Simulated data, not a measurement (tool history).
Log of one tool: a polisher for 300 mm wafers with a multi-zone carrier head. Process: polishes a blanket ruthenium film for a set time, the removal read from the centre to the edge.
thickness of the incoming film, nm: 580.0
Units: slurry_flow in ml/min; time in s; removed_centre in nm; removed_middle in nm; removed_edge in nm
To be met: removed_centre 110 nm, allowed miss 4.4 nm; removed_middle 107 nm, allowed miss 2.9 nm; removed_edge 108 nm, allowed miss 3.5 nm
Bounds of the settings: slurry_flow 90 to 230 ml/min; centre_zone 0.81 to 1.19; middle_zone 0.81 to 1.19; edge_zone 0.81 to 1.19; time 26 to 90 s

run	hour	slurry_flow	centre_zone	middle_zone	edge_zone	time	removed_centre	removed_middle	removed_edge
1	0	150	1	1	1	58	94.575	92.842	91.103
2	8.7	185	1	1	1	58	97.085	96.73	93.722
3	15.6	185	1	0.94	1	58	97.49	91.589	94.972
4	22.1	210	1	0.94	1	58	99.28	93.437	96.443
5	23.7	210	1.01	0.96	1.03	59	102.65	98.736	98.964
6	27.7	210	1.01	0.96	1.05	60	103.09	99.643	100.14
7	32.2	210	1.01	0.96	1.05	61	106.43	101.1	104.09
8	34.2	215	1.01	0.97	1.06	61	105.94	101.62	102.74
9	40.4	215	1.01	0.97	1.07	62	106.49	104.1	106.51

Which of these 5 next moves meets every target?
A	46.6	230	0.97	1.02	1.09	60	?	?	?
B	46.6	205	0.89	0.99	1.14	61	?	?	?
C	46.6	220	1.02	1.01	1.12	62	?	?	?
D	46.6	230	0.87	0.99	1.02	64	?	?	?
E	46.6	210	1.09	0.95	1.06	60	?	?	?

move	removed_centre	removed_middle	removed_edge
A	102.79	104.31	103.74
B	96.087	102.19	106.72
C	109.79	106.37	108.24
D	100.78	108.89	107.12
E	111.19	97.79	101.48
A: brings the result that was furthest off to its target, and leaves another outside
B: further off than the last run
C: meets every target
D: brings the result that was furthest off to its target, and leaves another outside
E: further off than the last run
Move C is the one to make.
